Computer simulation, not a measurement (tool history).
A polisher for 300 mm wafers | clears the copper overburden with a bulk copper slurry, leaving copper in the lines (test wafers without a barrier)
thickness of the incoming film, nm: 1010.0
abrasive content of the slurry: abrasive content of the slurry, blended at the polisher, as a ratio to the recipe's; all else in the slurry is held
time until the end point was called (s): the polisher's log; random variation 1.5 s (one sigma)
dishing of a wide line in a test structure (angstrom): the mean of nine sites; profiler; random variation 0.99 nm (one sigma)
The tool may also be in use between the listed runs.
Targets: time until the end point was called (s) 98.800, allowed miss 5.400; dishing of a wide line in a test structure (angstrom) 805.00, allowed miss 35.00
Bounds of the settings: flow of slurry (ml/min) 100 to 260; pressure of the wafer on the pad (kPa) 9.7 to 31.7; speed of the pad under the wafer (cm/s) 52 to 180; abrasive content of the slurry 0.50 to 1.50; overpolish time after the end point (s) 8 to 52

| run | day | flow of slurry (ml/min) | pressure of the wafer on the pad (kPa) | speed of the pad under the wafer (cm/s) | abrasive content of the slurry | overpolish time after the end point (s) | time until the end point was called (s) | dishing of a wide line in a test structure (angstrom) |
|---|---|---|---|---|---|---|---|---|
| 1 | 0.000 | 165 | 20.7 | 116 | 1.00 | 26 | 86.893 | 1233.00 |
| 2 | 0.333 | 165 | 19.3 | 122 | 1.00 | 22 | 89.150 | 1159.70 |
| 3 | 0.475 | 180 | 17.2 | 128 | 1.10 | 19 | 91.714 | 1014.10 |
| 4 | 0.567 | 150 | 17.2 | 128 | 1.10 | 19 | 97.331 | 1006.20 |
| 5 | 0.817 | 150 | 17.2 | 154 | 1.10 | 19 | 78.191 | 1086.20 |
| 6 | 0.846 | 150 | 17.2 | 132 | 1.10 | 19 | 89.743 | 1024.90 |
| 7 | 1.200 | 150 | 16.5 | 134 | 1.15 | 17 | 91.058 | 967.31 |
| 8 | 1.242 | 150 | 15.9 | 134 | 1.20 | 16 | 94.832 | 880.80 |

5 next moves are on the table. One of them brings every result within its allowed miss. Which?
| A | 1.283 | 185 | 15.9 | 142 | 1.25 | 18 | ? | ? |
| B | 1.283 | 135 | 15.9 | 130 | 1.20 | 19 | ? | ? |
| C | 1.283 | 185 | 13.8 | 152 | 0.95 | 18 | ? | ? |
| D | 1.283 | 175 | 15.2 | 142 | 1.05 | 18 | ? | ? |
| E | 1.283 | 110 | 15.2 | 138 | 1.25 | 14 | ? | ? |

| move | time until the end point was called (s) | dishing of a wide line in a test structure (angstrom) |
|---|---|---|
| A | 87.049 | 987.80 |
| B | 99.792 | 947.54 |
| C | 100.540 | 891.17 |
| D | 95.963 | 931.57 |
| E | 99.983 | 788.68 |
A: further off than the last run
B: further off than the last run
C: further off than the last run
D: further off than the last run
E: meets every target
Move E is the one to make.
